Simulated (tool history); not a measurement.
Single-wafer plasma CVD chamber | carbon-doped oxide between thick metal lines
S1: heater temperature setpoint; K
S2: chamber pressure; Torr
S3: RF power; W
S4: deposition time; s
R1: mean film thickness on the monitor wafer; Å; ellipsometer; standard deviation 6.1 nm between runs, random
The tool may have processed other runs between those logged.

| run | day | S1 | S2 | S3 | S4 | R1 |
|---|---|---|---|---|---|---|
| 1 | 0 | 638.15 | 6.97 | 380 | 243 | 10027 |
| 2 | 0.142 | 638.15 | 6.97 | 400 | 243 | 10386 |
| 3 | 0.433 | 648.15 | 6.97 | 400 | 243 | 10058 |
| 4 | 0.504 | 648.15 | 6.97 | 400 | 243 | 10178 |
| 5 | 0.667 | 646.15 | 7.17 | 415 | 243 | 10488 |
| 6 | 0.775 | 639.15 | 7.17 | 415 | 243 | 10781 |

Run 7 is up next; what results do you expect?
| 7 | 0.875 | 636.15 | 7.4 | 420 | 243 | ? |

{"run 7": {"R1": 10900}}
